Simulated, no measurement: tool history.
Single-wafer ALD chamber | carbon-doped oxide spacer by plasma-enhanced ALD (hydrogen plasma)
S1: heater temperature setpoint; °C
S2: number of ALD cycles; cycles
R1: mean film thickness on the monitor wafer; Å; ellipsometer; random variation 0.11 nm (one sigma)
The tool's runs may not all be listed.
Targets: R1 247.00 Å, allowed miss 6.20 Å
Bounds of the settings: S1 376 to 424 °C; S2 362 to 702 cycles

Run 1, hour 0.0: S1 400 °C, S2 532 cycles. Result: R1 286.19 Å.
Run 2, hour 9.5: S1 400 °C, S2 511 cycles. Result: R1 275.01 Å.
Run 3, hour 13.1: S1 400 °C, S2 496 cycles. Result: R1 269.27 Å.
Run 4, hour 21.1: S1 400 °C, S2 482 cycles. Result: R1 260.01 Å.
Run 5, hour 24.0: S1 405 °C, S2 482 cycles. Result: R1 253.27 Å.
Run 6, hour 33.0: S1 405 °C, S2 446 cycles. Result: R1 238.09 Å.
Run 7, hour 38.3: S1 404 °C, S2 449 cycles. Result: R1 240.48 Å.
Run 8, hour 42.0: S1 403 °C, S2 451 cycles. Result: R1 240.73 Å.

Which of these 5 next moves meets every target?
Run A, hour 45.7: S1 411 °C, S2 505 cycles. Result: R1 ?.
Run B, hour 45.7: S1 410 °C, S2 504 cycles. Result: R1 ?.
Run C, hour 45.7: S1 403 °C, S2 464 cycles. Result: R1 ?.
Run D, hour 45.7: S1 395 °C, S2 491 cycles. Result: R1 ?.
Run E, hour 45.7: S1 402 °C, S2 497 cycles. Result: R1 ?.

move      R1
   A  262.81
   B  263.22
   C  248.34
   D  265.51
   E  266.92
A: takes the result that was furthest off past its target
B: takes the result that was furthest off past its target
C: meets every target
D: takes the result that was furthest off past its target
E: takes the result that was furthest off past its target
Move C is the one to make.
